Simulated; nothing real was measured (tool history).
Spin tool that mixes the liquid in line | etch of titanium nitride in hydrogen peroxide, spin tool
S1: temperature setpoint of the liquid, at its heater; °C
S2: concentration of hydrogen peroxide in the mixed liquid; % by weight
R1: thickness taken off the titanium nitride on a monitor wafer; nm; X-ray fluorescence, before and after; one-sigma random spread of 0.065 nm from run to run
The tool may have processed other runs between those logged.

Run 1, hour 0: S1 55 °C, S2 18.5 % by weight, time under the liquid (s) 300. Result: R1 21.899 nm.
Run 2, hour 1.9: S1 55 °C, S2 18.5 % by weight, time under the liquid (s) 320. Result: R1 23.292 nm.
Run 3, hour 6.3: S1 50 °C, S2 18.5 % by weight, time under the liquid (s) 320. Result: R1 16.319 nm.
Run 4, hour 13.7: S1 50 °C, S2 18.5 % by weight, time under the liquid (s) 300. Result: R1 15.241 nm.
Run 5, hour 15.8: S1 50 °C, S2 18.5 % by weight, time under the liquid (s) 300. Result: R1 15.28 nm.
Run 6, hour 22.6: S1 54.5 °C, S2 18.5 % by weight, time under the liquid (s) 300. Result: R1 21.014 nm.
Run 7, hour 31.5: S1 53 °C, S2 18.5 % by weight, time under the liquid (s) 300. Result: R1 18.846 nm.
Run 8, hour 32.8: S1 52 °C, S2 18.5 % by weight, time under the liquid (s) 300. Result: R1 17.584 nm.
Run 9, hour 39.3: S1 51 °C, S2 18.5 % by weight, time under the liquid (s) 300. Result: R1 16.388 nm.
Run 10, hour 41.9: S1 50.5 °C, S2 18.5 % by weight, time under the liquid (s) 300. Result: R1 15.753 nm.

What does the tool deliver on the next run?
Run 11, hour 45.4: S1 50 °C, S2 18.5 % by weight, time under the liquid (s) 300. Result: R1 ?.

{"run 11": {"R1": 15.126}}
